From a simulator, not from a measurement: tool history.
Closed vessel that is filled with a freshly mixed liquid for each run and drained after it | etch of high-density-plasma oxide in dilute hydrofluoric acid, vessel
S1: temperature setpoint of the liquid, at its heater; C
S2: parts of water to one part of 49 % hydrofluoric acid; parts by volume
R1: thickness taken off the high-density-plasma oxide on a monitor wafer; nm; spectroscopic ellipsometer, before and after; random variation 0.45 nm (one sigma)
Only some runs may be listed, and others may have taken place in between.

Run 1, hour 0.0: S1 23.0 C, S2 75 parts by volume, time in the liquid (s) 250. Result: R1 15.797 nm.
Run 2, hour 1.4: S1 20.5 C, S2 75 parts by volume, time in the liquid (s) 250. Result: R1 14.034 nm.
Run 3, hour 8.0: S1 20.5 C, S2 75 parts by volume, time in the liquid (s) 270. Result: R1 15.054 nm.
Run 4, hour 10.0: S1 20.5 C, S2 50 parts by volume, time in the liquid (s) 270. Result: R1 23.295 nm.
Run 5, hour 12.4: S1 23.5 C, S2 45 parts by volume, time in the liquid (s) 270. Result: R1 29.541 nm.
At hour 21.3: thermometer replaced.
Run 6, hour 21.3: S1 25.5 C, S2 40 parts by volume, time in the liquid (s) 270. Result: R1 38.113 nm.
Run 7, hour 23.6: S1 26.5 C, S2 40 parts by volume, time in the liquid (s) 270. Result: R1 39.910 nm.
Run 8, hour 30.4: S1 27.5 C, S2 40 parts by volume, time in the liquid (s) 270. Result: R1 41.690 nm.
Run 9, hour 31.9: S1 28.5 C, S2 40 parts by volume, time in the liquid (s) 270. Result: R1 42.871 nm.
Run 10, hour 39.9: S1 29.0 C, S2 40 parts by volume, time in the liquid (s) 270. Result: R1 43.983 nm.
Run 11, hour 44.2: S1 29.5 C, S2 40 parts by volume, time in the liquid (s) 270. Result: R1 45.322 nm.

Run 12, settings as shown, results not yet in. Your forecast:
Run 12, hour 50.7: S1 30.0 C, S2 40 parts by volume, time in the liquid (s) 270. Result: R1 ?.

{"run 12": {"R1": 46.655}}
